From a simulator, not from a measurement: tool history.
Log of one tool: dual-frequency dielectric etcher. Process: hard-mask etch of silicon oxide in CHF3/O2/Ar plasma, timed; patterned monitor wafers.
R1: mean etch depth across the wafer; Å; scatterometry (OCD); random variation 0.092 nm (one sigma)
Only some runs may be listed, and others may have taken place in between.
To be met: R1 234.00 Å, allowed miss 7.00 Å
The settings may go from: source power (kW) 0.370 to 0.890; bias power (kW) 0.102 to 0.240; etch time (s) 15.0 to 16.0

Run 1, hour 0.0: source power (kW) 0.630, bias power (kW) 0.171, etch time (s) 16.0. Result: R1 269.71 Å.
Run 2, hour 3.2: source power (kW) 0.680, bias power (kW) 0.171, etch time (s) 16.0. Result: R1 277.94 Å.
Run 3, hour 6.9: source power (kW) 0.600, bias power (kW) 0.171, etch time (s) 16.0. Result: R1 263.39 Å.
Run 4, hour 13.4: source power (kW) 0.570, bias power (kW) 0.167, etch time (s) 16.0. Result: R1 259.33 Å.
Run 5, hour 17.2: source power (kW) 0.540, bias power (kW) 0.162, etch time (s) 16.0. Result: R1 252.18 Å.
Run 6, hour 18.4: source power (kW) 0.610, bias power (kW) 0.162, etch time (s) 16.0. Result: R1 262.41 Å.
Run 7, hour 20.6: source power (kW) 0.580, bias power (kW) 0.157, etch time (s) 16.0. Result: R1 253.86 Å.
Run 8, hour 25.6: source power (kW) 0.580, bias power (kW) 0.157, etch time (s) 16.0. Result: R1 255.15 Å.
Run 9, hour 32.8: source power (kW) 0.550, bias power (kW) 0.154, etch time (s) 16.0. Result: R1 248.05 Å.

4 candidate next runs follow, results not yet known. Just one meets every target within its allowed miss. Identify it.
Run A, hour 40.0: source power (kW) 0.520, bias power (kW) 0.183, etch time (s) 16.0. Result: R1 ?.
Run B, hour 40.0: source power (kW) 0.580, bias power (kW) 0.151, etch time (s) 15.0. Result: R1 ?.
Run C, hour 40.0: source power (kW) 0.620, bias power (kW) 0.161, etch time (s) 15.5. Result: R1 ?.
Run D, hour 40.0: source power (kW) 0.500, bias power (kW) 0.182, etch time (s) 16.0. Result: R1 ?.

move      R1
   A  257.04
   B  237.17
   C  255.67
   D  253.05
A: further off than the last run
B: all results in spec
C: further off than the last run
D: further off than the last run
So the answer is move B, the one that meets all the targets.
